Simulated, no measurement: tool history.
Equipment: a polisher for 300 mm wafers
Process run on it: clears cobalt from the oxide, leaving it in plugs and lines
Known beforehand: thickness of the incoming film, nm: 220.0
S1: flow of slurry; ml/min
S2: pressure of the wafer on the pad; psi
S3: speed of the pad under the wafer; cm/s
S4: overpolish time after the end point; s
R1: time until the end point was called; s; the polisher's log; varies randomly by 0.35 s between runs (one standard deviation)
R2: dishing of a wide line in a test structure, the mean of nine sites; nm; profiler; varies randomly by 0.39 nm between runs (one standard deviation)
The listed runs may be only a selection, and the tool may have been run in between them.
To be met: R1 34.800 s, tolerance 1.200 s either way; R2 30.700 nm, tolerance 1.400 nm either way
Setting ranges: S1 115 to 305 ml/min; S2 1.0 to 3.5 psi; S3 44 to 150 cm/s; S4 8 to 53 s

run    day   S1   S2   S3  S4      R1      R2
  1  0.000  195  2.2   96  27  46.409  46.618
  2  0.071  195  2.2  114  27  39.253  47.904
  3  0.438  195  2.5  114  27  35.120  49.721
  4  0.500  195  2.5  130  27  31.099  49.585
  5  0.846  195  2.9  130  27  27.466  51.816
  6  0.996  195  2.7  132  24  28.654  50.793
  7  1.250  235  3.3  104  11  28.707  40.437
  8  1.592  245  3.3  100  11  30.061  39.062
  9  1.721  255  3.3   96  11  30.960  39.248
 10  1.771  260  3.3   92  11  31.227  38.893
 11  2.046  265  3.3   88  11  33.582  38.225
 12  2.133  270  3.3   86  11  33.653  37.055
 13  2.250  275  3.3   84  11  33.817  36.676
 14  2.562  275  3.3   84  11  34.922  38.191
 15  2.679  255  3.3   82  11  34.811  36.511
 16  2.792  200  3.2   82   8  37.326  28.535
 17  3.096  205  3.2   82   8  37.898  29.554
 18  3.133  210  3.3   82   8  36.319  30.427

Pick the move, out of 4, that brings all results within their allowed miss; only one does.
  A  3.171  225  3.5  80  10   ?   ?
  B  3.171  225  3.0  94  10   ?   ?
  C  3.171  195  3.2  90   8   ?   ?
  D  3.171  215  3.4  76   8   ?   ?

move      R1      R2
   A  34.953  35.116
   B  34.959  35.113
   C  34.907  30.794
   D  37.796  29.278
A: puts the biggest miss on target and leaves a different result outside tolerance
B: puts the biggest miss on target and leaves a different result outside tolerance
C: meets every target
D: misses by more than the last run did
Move C is the one to make.
